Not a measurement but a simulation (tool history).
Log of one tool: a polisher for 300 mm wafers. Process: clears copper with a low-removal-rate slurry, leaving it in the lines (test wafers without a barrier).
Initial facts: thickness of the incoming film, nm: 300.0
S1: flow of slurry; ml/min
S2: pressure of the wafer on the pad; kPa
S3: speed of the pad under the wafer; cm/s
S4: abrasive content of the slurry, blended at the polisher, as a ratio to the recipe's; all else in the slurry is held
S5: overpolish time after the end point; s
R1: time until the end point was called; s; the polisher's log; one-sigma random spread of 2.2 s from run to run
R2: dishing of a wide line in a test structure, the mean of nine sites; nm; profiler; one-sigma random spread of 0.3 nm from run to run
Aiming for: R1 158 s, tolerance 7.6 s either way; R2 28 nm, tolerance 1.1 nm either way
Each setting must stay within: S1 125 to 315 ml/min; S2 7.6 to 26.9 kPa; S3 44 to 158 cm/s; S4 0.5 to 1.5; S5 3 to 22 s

| run | hour | S1 | S2 | S3 | S4 | S5 | R1 | R2 |
|---|---|---|---|---|---|---|---|---|
| 1 | 0 | 205 | 17.2 | 100 | 1 | 11 | 116.01 | 20.883 |
| 2 | 4.6 | 200 | 15.9 | 100 | 1 | 13 | 127.57 | 22.656 |
| 3 | 7.9 | 170 | 15.9 | 100 | 1 | 13 | 129.02 | 21.957 |
| 4 | 13.3 | 170 | 15.9 | 120 | 1 | 13 | 108.47 | 25.823 |
| 5 | 21.5 | 165 | 14.5 | 120 | 1 | 14 | 120.12 | 26.067 |
| 6 | 22.9 | 160 | 13.1 | 120 | 1 | 15 | 135.48 | 25.414 |
| 7 | 24.4 | 155 | 12.4 | 120 | 1 | 16 | 138.05 | 25.091 |
| 8 | 25.8 | 165 | 10.3 | 112 | 1 | 21 | 173.44 | 26.11 |

Which single option among these 4 for the next run brings every result within its allowed miss of target? Just one does.
| A | 27.2 | 200 | 11.7 | 110 | 1 | 18 | ? | ? |
| B | 27.2 | 130 | 8.3 | 156 | 1 | 19 | ? | ? |
| C | 27.2 | 230 | 9.7 | 134 | 0.75 | 18 | ? | ? |
| D | 27.2 | 225 | 11 | 110 | 1.1 | 21 | ? | ? |

| move | R1 | R2 |
|---|---|---|
| A | 149.58 | 25.286 |
| B | 155.03 | 25.044 |
| C | 153.95 | 24.339 |
| D | 154.01 | 28.037 |
A: pushes the last run's worst result past its target
B: the furthest-off result lands on target, but another misses its tolerance
C: the furthest-off result lands on target, but another misses its tolerance
D: every result lands within tolerance
So the answer is move D, the one that meets all the targets.
